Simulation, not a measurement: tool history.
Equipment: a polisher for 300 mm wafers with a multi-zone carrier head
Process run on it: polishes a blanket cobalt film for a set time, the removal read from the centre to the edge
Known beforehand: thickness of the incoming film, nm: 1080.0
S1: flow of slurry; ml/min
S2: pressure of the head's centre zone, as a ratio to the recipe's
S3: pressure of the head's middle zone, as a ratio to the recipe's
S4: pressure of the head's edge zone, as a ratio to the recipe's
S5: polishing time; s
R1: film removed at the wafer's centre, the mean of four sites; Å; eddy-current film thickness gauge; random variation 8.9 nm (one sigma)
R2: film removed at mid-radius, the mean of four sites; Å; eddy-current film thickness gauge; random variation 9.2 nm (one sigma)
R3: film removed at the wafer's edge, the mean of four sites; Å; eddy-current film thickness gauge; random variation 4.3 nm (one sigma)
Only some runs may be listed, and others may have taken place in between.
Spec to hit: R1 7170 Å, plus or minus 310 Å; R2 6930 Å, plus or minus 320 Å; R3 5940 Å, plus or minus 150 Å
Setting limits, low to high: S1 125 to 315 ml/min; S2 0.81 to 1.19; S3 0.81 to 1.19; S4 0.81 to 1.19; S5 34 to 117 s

run 1 hour=0 | S1=205 S2=1 S3=1 S4=1 S5=75 | R1=4322.4 R2=4137.7 R3=4543.5
run 2 hour=8.7 | S1=205 S2=1 S3=1 S4=1.08 S5=75 | R1=4325.9 R2=4285.2 R3=4668.5
run 3 hour=10.8 | S1=205 S2=1 S3=1 S4=1.08 S5=88 | R1=5108.9 R2=4975.2 R3=5501.2
run 4 hour=15.3 | S1=205 S2=0.94 S3=1 S4=1.08 S5=88 | R1=4908.6 R2=4895.8 R3=5553.2
run 5 hour=18.2 | S1=230 S2=1.01 S3=1.05 S4=1.04 S5=91 | R1=5410.1 R2=5337.4 R3=5698.9
run 6 hour=24.9 | S1=195 S2=1.01 S3=1.05 S4=1.04 S5=91 | R1=5309.4 R2=5341.7 R3=5503.7
run 7 hour=28.8 | S1=195 S2=1.06 S3=1.08 S4=1.02 S5=95 | R1=5891.1 R2=5628.6 R3=5803.7
run 8 hour=30.9 | S1=175 S2=1.08 S3=1.11 S4=0.96 S5=99 | R1=6007.3 R2=5876.1 R3=5699.7

Pick the move, out of 5, that brings all results within their allowed miss; only one does.
run A hour=33 | S1=190 S2=1.17 S3=1.19 S4=0.87 S5=107 | R1=? R2=? R3=?
run B hour=33 | S1=160 S2=1.07 S3=1.19 S4=0.87 S5=110 | R1=? R2=? R3=?
run C hour=33 | S1=230 S2=1.17 S3=1.06 S4=0.9 S5=103 | R1=? R2=? R3=?
run D hour=33 | S1=200 S2=1.12 S3=1.15 S4=0.9 S5=110 | R1=? R2=? R3=?
run E hour=33 | S1=205 S2=1.19 S3=1.01 S4=0.93 S5=110 | R1=? R2=? R3=?

move=A R1=7047.6 R2=6907.5 R3=5885.1
move=B R1=6387 R2=6879.4 R3=5909.9
move=C R1=6999.9 R2=6196.8 R3=5892.4
move=D R1=6997 R2=6954.2 R3=6190.2
move=E R1=7462.2 R2=6246.2 R3=6319
A: all results land within tolerance of their targets
B: better than the last run, though not everything is in spec
C: meets the target for the result that was furthest off, but another lies outside its allowed miss
D: meets the target for the result that was furthest off, but another lies outside its allowed miss
E: meets the target for the result that was furthest off, but another lies outside its allowed miss
A is the move that brings every result within its allowed miss.
